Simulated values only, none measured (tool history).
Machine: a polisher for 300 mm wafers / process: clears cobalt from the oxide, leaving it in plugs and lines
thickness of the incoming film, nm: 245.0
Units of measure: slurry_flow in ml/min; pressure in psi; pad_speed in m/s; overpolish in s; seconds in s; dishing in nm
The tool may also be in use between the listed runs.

run,hour,slurry_flow,pressure,pad_speed,overpolish,seconds,dishing
1,0,180,1.2,0.86,28,74.875,40.91
2,5.1,180,1.3,0.86,28,69.295,40.686
3,11.8,180,1.5,0.86,28,60.975,42.025
4,16.1,180,1.4,0.86,26,66.057,40.981
5,17.2,180,1.3,0.86,23,69.054,39.158
6,21,180,1.3,0.96,23,65.474,38.663
7,22.9,180,1.2,0.96,21,68.621,37.665
8,26.2,180,1.1,0.96,20,74.768,35.289

What will run 9 give?
9,33,180,1,0.96,20,?,?

seconds: 82.246 s
dishing: 33.681 nm

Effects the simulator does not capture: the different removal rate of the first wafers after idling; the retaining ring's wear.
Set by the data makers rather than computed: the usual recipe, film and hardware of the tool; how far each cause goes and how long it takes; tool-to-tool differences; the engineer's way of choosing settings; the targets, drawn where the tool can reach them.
